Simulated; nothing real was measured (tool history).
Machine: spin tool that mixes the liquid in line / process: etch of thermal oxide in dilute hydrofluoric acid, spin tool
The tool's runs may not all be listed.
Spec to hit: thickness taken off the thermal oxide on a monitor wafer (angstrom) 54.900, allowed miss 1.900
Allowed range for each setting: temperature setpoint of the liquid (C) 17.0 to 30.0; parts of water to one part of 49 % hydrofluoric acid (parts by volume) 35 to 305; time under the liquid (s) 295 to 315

run    day  temperature setpoint of the liquid (C)  parts of water to one part of 49 % hydrofluoric acid (parts by volume)  time under the liquid (s)  thickness taken off the thermal oxide on a monitor wafer (angstrom)
  1  0.000                                    22.0                                                                     170                        295                                                               71.743
  2  0.029                                    22.0                                                                     120                        295                                                              105.900
  3  0.388                                    22.0                                                                     120                        315                                                              114.710
  4  0.696                                    20.5                                                                     140                        315                                                               90.470
  5  0.975                                    20.5                                                                     140                        295                                                               85.180
  6  1.017                                    20.5                                                                     140                        315                                                               89.593
  7  1.225                                    19.5                                                                     150                        315                                                               79.600
  8  1.467                                    19.0                                                                     160                        315                                                               73.797
  9  1.738                                    18.5                                                                     170                        315                                                               66.637
 10  2.017                                    18.0                                                                     175                        315                                                               63.200
 11  2.188                                    18.0                                                                     175                        315                                                               63.451
 12  2.267                                    17.5                                                                     180                        315                                                               59.088

Exercise: of the 4 proposed moves below, exactly one satisfies all targets within the stated allowed misses. Which move is it?
  A  2.346                                    19.5                                                                     195                        295                                                                    ?
  B  2.346                                    17.5                                                                     200                        295                                                                    ?
  C  2.346                                    17.0                                                                     195                        295                                                                    ?
  D  2.346                                    18.0                                                                     180                        315                                                                    ?

move  thickness taken off the thermal oxide on a monitor wafer (angstrom)
   A                                                               54.768
   B                                                               49.128
   C                                                               49.623
   D                                                               60.589
A: every result lands within tolerance
B: takes the result that was furthest off past its target
C: takes the result that was furthest off past its target
D: its largest miss is bigger than the last run's
Move A is the one to make.
